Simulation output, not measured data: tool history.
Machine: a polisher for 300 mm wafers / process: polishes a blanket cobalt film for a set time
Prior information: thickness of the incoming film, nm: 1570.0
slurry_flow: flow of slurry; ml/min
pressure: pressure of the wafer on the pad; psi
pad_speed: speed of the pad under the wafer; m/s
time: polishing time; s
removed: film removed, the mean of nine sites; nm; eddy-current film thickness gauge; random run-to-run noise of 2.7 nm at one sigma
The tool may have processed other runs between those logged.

{"run": 1, "hour": 0.0, "slurry_flow": 135, "pressure": 2.4, "pad_speed": 0.78, "time": 93, "removed": 358.91}
{"run": 2, "hour": 5.8, "slurry_flow": 135, "pressure": 2.3, "pad_speed": 0.78, "time": 93, "removed": 337.19}
{"run": 3, "hour": 11.9, "slurry_flow": 135, "pressure": 2.3, "pad_speed": 0.78, "time": 93, "removed": 344.92}
{"run": 4, "hour": 12.4, "slurry_flow": 135, "pressure": 2.3, "pad_speed": 0.78, "time": 93, "removed": 357.01}
{"run": 5, "hour": 17.4, "slurry_flow": 135, "pressure": 2.6, "pad_speed": 0.78, "time": 93, "removed": 392.43}
{"run": 6, "hour": 23.4, "slurry_flow": 135, "pressure": 2.6, "pad_speed": 0.78, "time": 93, "removed": 389.53}
{"run": 7, "hour": 28.2, "slurry_flow": 135, "pressure": 2.4, "pad_speed": 0.78, "time": 93, "removed": 368.32}
{"run": 8, "hour": 34.9, "slurry_flow": 135, "pressure": 2.3, "pad_speed": 0.76, "time": 93, "removed": 337.93}
{"run": 9, "hour": 41.3, "slurry_flow": 135, "pressure": 2.2, "pad_speed": 0.76, "time": 93, "removed": 312.73}
{"run": 10, "hour": 45.8, "slurry_flow": 135, "pressure": 2.1, "pad_speed": 0.76, "time": 93, "removed": 311.54}
{"run": 11, "hour": 51.5, "slurry_flow": 135, "pressure": 2.0, "pad_speed": 0.76, "time": 93, "removed": 293.67}

Run 12 comes next. What will it give?
{"run": 12, "hour": 56.8, "slurry_flow": 135, "pressure": 1.9, "pad_speed": 0.76, "time": 93, "removed": "?"}

Logged for run 12: removed 275.44 nm.
